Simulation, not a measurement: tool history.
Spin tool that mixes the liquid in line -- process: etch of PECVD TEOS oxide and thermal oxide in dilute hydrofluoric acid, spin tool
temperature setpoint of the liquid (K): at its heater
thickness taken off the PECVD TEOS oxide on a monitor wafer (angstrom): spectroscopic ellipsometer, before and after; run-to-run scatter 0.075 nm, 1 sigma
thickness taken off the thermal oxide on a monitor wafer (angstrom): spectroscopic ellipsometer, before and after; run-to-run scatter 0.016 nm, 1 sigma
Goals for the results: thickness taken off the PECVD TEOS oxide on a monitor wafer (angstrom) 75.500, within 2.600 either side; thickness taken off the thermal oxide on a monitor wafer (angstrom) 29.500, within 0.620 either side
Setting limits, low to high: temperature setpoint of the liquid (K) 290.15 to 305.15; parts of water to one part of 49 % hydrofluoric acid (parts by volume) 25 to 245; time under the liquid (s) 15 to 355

| run | hour | temperature setpoint of the liquid (K) | parts of water to one part of 49 % hydrofluoric acid (parts by volume) | time under the liquid (s) | thickness taken off the PECVD TEOS oxide on a monitor wafer (angstrom) | thickness taken off the thermal oxide on a monitor wafer (angstrom) |
|---|---|---|---|---|---|---|
| 1 | 0.0 | 297.15 | 135 | 180 | 144.140 | 56.833 |
| 2 | 5.7 | 295.65 | 145 | 180 | 125.130 | 49.149 |
| 3 | 8.7 | 295.65 | 195 | 180 | 89.381 | 34.809 |
| 4 | 14.8 | 295.65 | 175 | 180 | 101.400 | 39.708 |
| 5 | 23.3 | 295.65 | 220 | 180 | 76.561 | 30.510 |
| 6 | 29.1 | 295.65 | 185 | 180 | 94.210 | 37.061 |
| 7 | 34.1 | 294.65 | 185 | 180 | 92.011 | 35.532 |
| 8 | 35.9 | 294.15 | 190 | 180 | 87.739 | 34.138 |
| 9 | 42.0 | 293.65 | 190 | 180 | 85.688 | 33.461 |
| 10 | 45.5 | 293.15 | 190 | 180 | 83.445 | 32.826 |
| 11 | 50.6 | 292.65 | 190 | 180 | 82.484 | 31.979 |
| 12 | 55.9 | 292.15 | 190 | 180 | 81.626 | 31.453 |
| 13 | 64.2 | 291.65 | 190 | 180 | 77.926 | 30.956 |
| 14 | 67.4 | 291.15 | 190 | 180 | 77.644 | 30.087 |

Pick the move, out of 4, that brings all results within their allowed miss; only one does.
| A | 70.6 | 304.15 | 230 | 145 | ? | ? |
| B | 70.6 | 292.65 | 180 | 165 | ? | ? |
| C | 70.6 | 290.65 | 190 | 180 | ? | ? |
| D | 70.6 | 295.15 | 205 | 170 | ? | ? |

| move | thickness taken off the PECVD TEOS oxide on a monitor wafer (angstrom) | thickness taken off the thermal oxide on a monitor wafer (angstrom) |
|---|---|---|
| A | 79.710 | 30.925 |
| B | 80.632 | 31.282 |
| C | 76.251 | 29.583 |
| D | 78.312 | 30.383 |
A: the biggest miss grows against the last run
B: the biggest miss grows against the last run
C: in spec on every target
D: the biggest miss grows against the last run
C is the move that brings every result within its allowed miss.
